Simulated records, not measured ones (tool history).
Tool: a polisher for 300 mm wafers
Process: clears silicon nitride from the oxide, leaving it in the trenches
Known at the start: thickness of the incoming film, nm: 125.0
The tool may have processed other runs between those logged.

run,hour,flow of slurry (ml/min),pressure of the wafer on the pad (psi),speed of the pad under the wafer (m/s),overpolish time after the end point (s),time until the end point was called (s)
1,0.0,245,3.4,0.90,30,129.250
2,2.4,245,3.7,0.90,30,119.840
3,4.4,245,3.9,0.90,30,115.030
4,11.6,245,4.1,0.90,30,110.230
5,20.4,245,4.1,0.74,30,128.460
6,24.6,245,4.3,0.76,30,119.970
7,31.0,255,5.3,0.88,30,90.212
8,36.7,255,5.3,0.90,30,86.072

Expected results for the next run?
9,43.4,255,5.3,0.90,30,?

time until the end point was called (s): 85.682

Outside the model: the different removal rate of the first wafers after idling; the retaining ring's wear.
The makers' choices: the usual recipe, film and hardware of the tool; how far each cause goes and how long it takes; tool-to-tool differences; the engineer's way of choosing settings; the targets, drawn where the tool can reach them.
